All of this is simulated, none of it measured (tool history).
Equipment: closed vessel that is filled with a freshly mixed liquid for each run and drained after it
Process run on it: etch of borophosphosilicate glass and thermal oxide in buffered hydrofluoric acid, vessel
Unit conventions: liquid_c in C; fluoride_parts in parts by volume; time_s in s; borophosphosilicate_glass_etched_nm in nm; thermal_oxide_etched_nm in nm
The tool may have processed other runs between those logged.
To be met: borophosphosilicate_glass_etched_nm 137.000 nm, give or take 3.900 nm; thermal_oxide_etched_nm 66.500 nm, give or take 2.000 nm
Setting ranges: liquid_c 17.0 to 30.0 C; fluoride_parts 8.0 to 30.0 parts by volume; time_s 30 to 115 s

| run | hour | liquid_c | fluoride_parts | time_s | borophosphosilicate_glass_etched_nm | thermal_oxide_etched_nm |
|---|---|---|---|---|---|---|
| 1 | 0.0 | 22.0 | 21.5 | 60 | 73.191 | 34.833 |
| 2 | 4.0 | 22.0 | 21.5 | 75 | 91.411 | 43.905 |
| 3 | 8.6 | 24.5 | 21.5 | 75 | 102.870 | 51.132 |
| 4 | 9.8 | 24.5 | 21.5 | 50 | 68.930 | 33.377 |
| 5 | 12.9 | 26.0 | 17.0 | 50 | 94.721 | 45.881 |
| 6 | 14.5 | 27.5 | 15.5 | 50 | 111.020 | 53.996 |
| 7 | 19.9 | 28.5 | 15.0 | 50 | 123.400 | 59.254 |
| 8 | 20.6 | 29.0 | 15.0 | 50 | 126.890 | 61.647 |
| 9 | 24.4 | 29.5 | 15.0 | 50 | 131.160 | 62.720 |
|  | 27.8 | hydrofluoric acid flow meter replaced |
| 10 | 27.8 | 29.5 | 14.5 | 50 | 121.060 | 59.114 |
| 11 | 34.4 | 29.5 | 14.5 | 50 | 121.150 | 58.657 |
| 12 | 38.2 | 29.5 | 13.5 | 50 | 131.360 | 63.421 |

Of the 4 settings listed for the next run, only one would bring every result within its allowed miss of target. Which one?
| A | 42.0 | 29.0 | 8.0 | 30 | ? | ? |
| B | 42.0 | 29.0 | 21.5 | 75 | ? | ? |
| C | 42.0 | 30.0 | 16.0 | 60 | ? | ? |
| D | 42.0 | 29.5 | 20.5 | 70 | ? | ? |

| move | borophosphosilicate_glass_etched_nm | thermal_oxide_etched_nm |
|---|---|---|
| A | 123.420 | 60.008 |
| B | 122.120 | 59.683 |
| C | 134.810 | 65.857 |
| D | 120.910 | 59.096 |
A: the biggest miss grows against the last run
B: the biggest miss grows against the last run
C: every result lands within tolerance
D: the biggest miss grows against the last run
The right move is C.

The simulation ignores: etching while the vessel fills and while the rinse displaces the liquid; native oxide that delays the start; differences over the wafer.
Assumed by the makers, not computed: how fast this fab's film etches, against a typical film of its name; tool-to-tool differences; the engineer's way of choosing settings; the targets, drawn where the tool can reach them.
